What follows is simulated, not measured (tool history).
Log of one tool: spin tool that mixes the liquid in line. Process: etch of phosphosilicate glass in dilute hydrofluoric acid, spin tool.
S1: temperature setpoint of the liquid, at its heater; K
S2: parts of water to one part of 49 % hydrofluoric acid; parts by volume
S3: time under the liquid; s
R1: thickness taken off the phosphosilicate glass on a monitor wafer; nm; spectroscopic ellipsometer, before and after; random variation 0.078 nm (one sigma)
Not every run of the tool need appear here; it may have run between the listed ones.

run	hour	S1	S2	S3	R1
1	0	294.15	120	15	5.924
2	2.8	294.15	120	15	5.973
3	11	294.15	120	15	5.9367
4	20	294.15	85	15	8.716
5	23.7	294.15	85	15	8.7587
6	25.2	294.15	85	15	8.5973

Estimate the outcome of run 7 from the log above:
7	29.8	294.65	85	15	?

Run 7 produced R1 8.9046 nm.
